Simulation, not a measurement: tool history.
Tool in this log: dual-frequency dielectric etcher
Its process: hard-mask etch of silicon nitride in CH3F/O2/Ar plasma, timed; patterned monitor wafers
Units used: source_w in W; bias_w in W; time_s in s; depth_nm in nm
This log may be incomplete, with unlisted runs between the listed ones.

{"run": 1, "hour": 0.0, "source_w": 320, "bias_w": 67, "time_s": 184.5, "depth_nm": 122.27}
{"run": 2, "hour": 8.0, "source_w": 320, "bias_w": 76, "time_s": 184.5, "depth_nm": 129.33}
{"run": 3, "hour": 11.1, "source_w": 320, "bias_w": 76, "time_s": 192.5, "depth_nm": 134.91}
{"run": 4, "hour": 17.2, "source_w": 320, "bias_w": 68, "time_s": 192.5, "depth_nm": 129.04}
{"run": 5, "hour": 20.1, "source_w": 300, "bias_w": 67, "time_s": 192.5, "depth_nm": 125.9}
{"run": 6, "hour": 23.4, "source_w": 300, "bias_w": 67, "time_s": 184.5, "depth_nm": 120.78}
{"run": 7, "hour": 29.6, "source_w": 290, "bias_w": 66, "time_s": 184.5, "depth_nm": 119.83}
{"run": 8, "hour": 35.4, "source_w": 280, "bias_w": 65, "time_s": 184.5, "depth_nm": 116.5}
{"run": 9, "hour": 40.7, "source_w": 270, "bias_w": 65, "time_s": 184.5, "depth_nm": 116.34}
{"run": 10, "hour": 41.7, "source_w": 260, "bias_w": 65, "time_s": 184.5, "depth_nm": 114.75}

For run 11, what comes out?
{"run": 11, "hour": 44.6, "source_w": 250, "bias_w": 65, "time_s": 184.5, "depth_nm": "?"}

{"run 11": {"depth_nm": 114.5}}
